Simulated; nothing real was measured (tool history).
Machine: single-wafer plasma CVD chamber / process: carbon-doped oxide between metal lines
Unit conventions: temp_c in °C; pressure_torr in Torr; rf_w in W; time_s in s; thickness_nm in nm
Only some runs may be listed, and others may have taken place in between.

run  hour  temp_c  pressure_torr  rf_w  time_s  thickness_nm
  1     0     330           4.22   590    33.5        181.96
  2   2.9     330           4.22   510    33.5        163.61
  3   9.1     340           4.22   510    33.5         157.7
  4  15.9     332           4.22   510    33.5        160.97
     23.9  -- capacitance manometer re-zeroed and calibrated
  5  23.9     335           4.12   510    33.5        161.88
  6  30.3     335           4.12   460    33.5        149.64

Run 7, settings as shown, results not yet in. Your forecast:
  7  31.2     334           4.16   460    33.5             ?

For run 7 the tool returned thickness_nm 149.98 nm.
